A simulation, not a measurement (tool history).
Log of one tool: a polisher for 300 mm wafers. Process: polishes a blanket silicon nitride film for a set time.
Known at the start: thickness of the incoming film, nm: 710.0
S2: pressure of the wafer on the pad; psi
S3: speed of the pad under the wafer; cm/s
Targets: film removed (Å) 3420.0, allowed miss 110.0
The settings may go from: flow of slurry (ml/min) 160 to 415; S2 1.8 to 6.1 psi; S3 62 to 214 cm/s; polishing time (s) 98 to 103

{"run": 1, "day": 0.0, "flow of slurry (ml/min)": 265, "S2": 3.9, "S3": 138, "polishing time (s)": 98, "film removed (Å)": 2386.5}
{"run": 2, "day": 0.317, "flow of slurry (ml/min)": 265, "S2": 4.2, "S3": 138, "polishing time (s)": 98, "film removed (Å)": 2487.1}
{"run": 3, "day": 0.358, "flow of slurry (ml/min)": 265, "S2": 4.5, "S3": 138, "polishing time (s)": 98, "film removed (Å)": 2674.1}
{"run": 4, "day": 0.721, "flow of slurry (ml/min)": 265, "S2": 5.2, "S3": 138, "polishing time (s)": 98, "film removed (Å)": 2980.6}
{"run": 5, "day": 0.854, "flow of slurry (ml/min)": 265, "S2": 4.5, "S3": 138, "polishing time (s)": 98, "film removed (Å)": 2696.0}
{"run": 6, "day": 1.2, "flow of slurry (ml/min)": 265, "S2": 4.7, "S3": 138, "polishing time (s)": 98, "film removed (Å)": 2734.2}
{"run": 7, "day": 1.279, "flow of slurry (ml/min)": 265, "S2": 4.9, "S3": 138, "polishing time (s)": 98, "film removed (Å)": 2843.7}
{"run": 8, "day": 1.567, "flow of slurry (ml/min)": 265, "S2": 5.1, "S3": 138, "polishing time (s)": 98, "film removed (Å)": 2931.1}

Which of these 5 next moves meets every target?
{"run": "A", "day": 1.854, "flow of slurry (ml/min)": 275, "S2": 6.0, "S3": 162, "polishing time (s)": 103, "film removed (Å)": "?"}
{"run": "B", "day": 1.854, "flow of slurry (ml/min)": 210, "S2": 5.0, "S3": 152, "polishing time (s)": 103, "film removed (Å)": "?"}
{"run": "C", "day": 1.854, "flow of slurry (ml/min)": 345, "S2": 5.3, "S3": 148, "polishing time (s)": 103, "film removed (Å)": "?"}
{"run": "D", "day": 1.854, "flow of slurry (ml/min)": 285, "S2": 4.7, "S3": 112, "polishing time (s)": 103, "film removed (Å)": "?"}
{"run": "E", "day": 1.854, "flow of slurry (ml/min)": 160, "S2": 5.4, "S3": 130, "polishing time (s)": 98, "film removed (Å)": "?"}

move=A film_removed_(Å)=3918.6
move=B film_removed_(Å)=3164.8
move=C film_removed_(Å)=3393.6
move=D film_removed_(Å)=2575.6
move=E film_removed_(Å)=2853.4
A: takes the result that was furthest off past its target
B: nearer than the last run, and not there yet
C: meets every target
D: further off than the last run
E: further off than the last run
The right move is C.
